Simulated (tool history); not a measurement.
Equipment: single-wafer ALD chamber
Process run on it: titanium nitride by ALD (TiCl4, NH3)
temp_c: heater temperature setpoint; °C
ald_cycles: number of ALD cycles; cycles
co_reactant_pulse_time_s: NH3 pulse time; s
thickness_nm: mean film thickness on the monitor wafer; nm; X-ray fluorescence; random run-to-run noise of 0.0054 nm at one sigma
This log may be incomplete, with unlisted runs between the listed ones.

run	day	temp_c	ald_cycles	co_reactant_pulse_time_s	thickness_nm
1	0	375	144	2.41	3.0876
2	0.142	369	144	2.01	2.9984
3	0.217	364	144	1.71	2.9086
4	0.379	364	149	1.71	3.0151
5	0.529	361	148	1.49	2.8819
6	0.721	361	149	1.49	2.9124

For run 7, what comes out?
7	0.829	360	148	1.41	?

thickness_nm: 2.8429 nm
